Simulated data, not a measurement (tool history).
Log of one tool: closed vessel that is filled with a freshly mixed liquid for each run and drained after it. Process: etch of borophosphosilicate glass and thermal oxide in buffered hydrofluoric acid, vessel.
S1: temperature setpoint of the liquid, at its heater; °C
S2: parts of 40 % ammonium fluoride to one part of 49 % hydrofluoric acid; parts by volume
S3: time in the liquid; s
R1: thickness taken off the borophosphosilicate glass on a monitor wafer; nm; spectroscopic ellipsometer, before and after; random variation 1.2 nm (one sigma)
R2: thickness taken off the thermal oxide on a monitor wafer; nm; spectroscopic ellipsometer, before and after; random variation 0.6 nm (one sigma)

run,day,S1,S2,S3,R1,R2
1,0,22,17.5,60,61.629,31.9
2,0.108,22,15,60,73.524,37.673
3,0.458,22,15,50,59.598,30.943
4,0.525,24.5,13.5,50,77.737,39.655
5,0.675,24.5,10.5,50,98.26,50.562
# day 0.933: hydrofluoric acid flow meter replaced
6,0.933,24.5,14,50,79.114,40.435
7,1.133,24.5,14,50,78.699,40.839
8,1.404,26,14,50,85.334,44.45

For run 9, what comes out?
9,1.517,27,13.5,50,?,?

{"run 9": {"R1": 91.622, "R2": 48.295}}

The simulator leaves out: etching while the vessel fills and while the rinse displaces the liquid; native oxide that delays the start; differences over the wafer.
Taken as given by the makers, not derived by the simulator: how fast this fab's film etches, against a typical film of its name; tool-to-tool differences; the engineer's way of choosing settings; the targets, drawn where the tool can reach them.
